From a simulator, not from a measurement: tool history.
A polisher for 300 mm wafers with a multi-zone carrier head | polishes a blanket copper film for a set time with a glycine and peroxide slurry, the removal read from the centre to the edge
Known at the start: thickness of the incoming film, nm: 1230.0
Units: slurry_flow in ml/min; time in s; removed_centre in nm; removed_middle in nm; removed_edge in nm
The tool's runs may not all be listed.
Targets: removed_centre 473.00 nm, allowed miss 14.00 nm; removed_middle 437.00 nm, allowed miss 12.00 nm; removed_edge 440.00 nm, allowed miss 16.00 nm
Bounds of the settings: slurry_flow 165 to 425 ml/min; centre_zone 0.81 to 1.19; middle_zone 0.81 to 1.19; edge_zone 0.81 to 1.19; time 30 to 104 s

run  hour  slurry_flow  centre_zone  middle_zone  edge_zone  time  removed_centre  removed_middle  removed_edge
  1   0.0          275         1.00         1.00       1.00    67          362.60          354.70        363.09
  2   3.7          275         1.00         0.92       1.00    67          362.46          331.41        364.55
  3   8.2          275         1.00         0.92       1.00    57          312.70          280.31        304.22
  4  10.8          280         1.02         0.95       1.02    60          339.24          302.64        326.46
  5  14.4          280         1.02         0.95       1.09    60          338.07          307.55        341.93
  6  20.6          285         1.04         0.98       1.10    62          357.53          321.28        355.63
  7  28.6          290         1.06         1.01       1.11    64          370.52          345.80        363.19
  8  35.9          290         1.07         1.02       1.12    66          384.60          355.38        381.40

5 next moves are on the table. One of them brings every result within its allowed miss. Which?
  A  43.2          305         1.12         0.94       1.13    77               ?               ?             ?
  B  43.2          275         1.12         1.06       1.07    78               ?               ?             ?
  C  43.2          355         0.99         0.86       1.19    82               ?               ?             ?
  D  43.2          265         0.95         1.13       1.16    82               ?               ?             ?
  E  43.2          295         1.00         1.15       1.19    78               ?               ?             ?

move  removed_centre  removed_middle  removed_edge
   A          477.61          388.70        451.11
   B          478.97          431.55        440.51
   C          458.42          389.70        498.89
   D          428.89          477.75        480.73
   E          433.42          466.09        466.99
A: nearer than the last run, and not there yet
B: meets every target
C: nearer than the last run, and not there yet
D: takes the result that was furthest off past its target
E: takes the result that was furthest off past its target
Move B is the one to make.

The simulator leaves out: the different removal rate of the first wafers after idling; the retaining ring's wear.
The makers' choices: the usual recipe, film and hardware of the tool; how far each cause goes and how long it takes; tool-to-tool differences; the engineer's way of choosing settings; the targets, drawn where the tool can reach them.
